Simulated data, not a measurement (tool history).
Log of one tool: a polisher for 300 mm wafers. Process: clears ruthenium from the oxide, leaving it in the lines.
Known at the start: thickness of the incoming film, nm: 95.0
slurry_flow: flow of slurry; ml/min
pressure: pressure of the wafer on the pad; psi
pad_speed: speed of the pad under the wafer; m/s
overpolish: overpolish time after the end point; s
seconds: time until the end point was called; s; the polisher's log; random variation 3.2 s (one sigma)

run,hour,slurry_flow,pressure,pad_speed,overpolish,seconds
1,0,185,1.5,0.86,30,117.32
2,8.4,185,1.3,0.84,30,138.18
3,12.9,185,1.3,1.06,30,113.21
4,18.7,185,1.1,1.04,30,137.8
5,26.4,185,1.1,1.04,30,130.16
6,32.6,185,1.5,1.04,30,101.37
7,40.9,185,1.3,1.02,30,115.97
8,43.1,185,1.1,1,30,142.69

The next listed run, before its measurement:
9,51.3,185,1,1,30,?

seconds: 153.49 s
